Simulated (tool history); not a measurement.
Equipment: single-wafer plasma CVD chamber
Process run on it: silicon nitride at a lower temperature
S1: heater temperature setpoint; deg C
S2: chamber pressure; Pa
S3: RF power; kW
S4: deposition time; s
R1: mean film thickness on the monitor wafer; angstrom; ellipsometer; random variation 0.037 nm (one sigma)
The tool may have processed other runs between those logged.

| run | hour | S1 | S2 | S3 | S4 | R1 |
|---|---|---|---|---|---|---|
| 1 | 0.0 | 365 | 216 | 0.390 | 12.6 | 167.74 |
| 2 | 0.8 | 365 | 207 | 0.390 | 12.6 | 166.19 |
| 3 | 8.2 | 365 | 199 | 0.390 | 12.6 | 164.06 |
| 4 | 9.8 | 365 | 192 | 0.390 | 12.6 | 162.39 |
| 5 | 12.1 | 365 | 187 | 0.390 | 12.6 | 160.84 |
| 6 | 20.4 | 365 | 183 | 0.390 | 12.6 | 159.65 |
| 7 | 21.5 | 365 | 179 | 0.390 | 12.6 | 158.44 |
| 8 | 25.1 | 365 | 176 | 0.390 | 12.6 | 157.86 |
| 9 | 31.5 | 365 | 173 | 0.390 | 12.6 | 157.28 |

Predict the results of run 10:
| 10 | 33.5 | 365 | 171 | 0.390 | 12.6 | ? |

R1: 156.04 angstrom

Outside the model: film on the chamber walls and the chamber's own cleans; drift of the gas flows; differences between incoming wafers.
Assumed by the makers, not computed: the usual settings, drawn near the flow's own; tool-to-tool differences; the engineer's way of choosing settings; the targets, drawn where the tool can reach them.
